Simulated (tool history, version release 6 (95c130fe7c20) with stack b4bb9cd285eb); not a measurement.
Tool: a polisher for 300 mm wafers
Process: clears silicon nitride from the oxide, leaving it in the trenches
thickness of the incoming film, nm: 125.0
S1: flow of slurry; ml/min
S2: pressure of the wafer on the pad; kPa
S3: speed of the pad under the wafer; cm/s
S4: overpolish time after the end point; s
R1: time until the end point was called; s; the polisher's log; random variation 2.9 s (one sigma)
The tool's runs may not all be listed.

| run | hour | S1 | S2 | S3 | S4 | R1 |
|---|---|---|---|---|---|---|
| 1 | 0.0 | 185 | 15.2 | 122 | 43 | 146.85 |
| 2 | 3.5 | 140 | 15.2 | 122 | 43 | 150.77 |
| 3 | 5.1 | 140 | 15.2 | 122 | 47 | 151.21 |
| 4 | 6.1 | 140 | 14.5 | 122 | 47 | 158.52 |
| 5 | 8.5 | 140 | 14.5 | 122 | 47 | 157.38 |
| 6 | 15.9 | 140 | 14.5 | 122 | 43 | 158.45 |

Forecast run 7:
| 7 | 22.4 | 140 | 13.8 | 122 | 43 | ? |

{"run 7": {"R1": 162.58}}
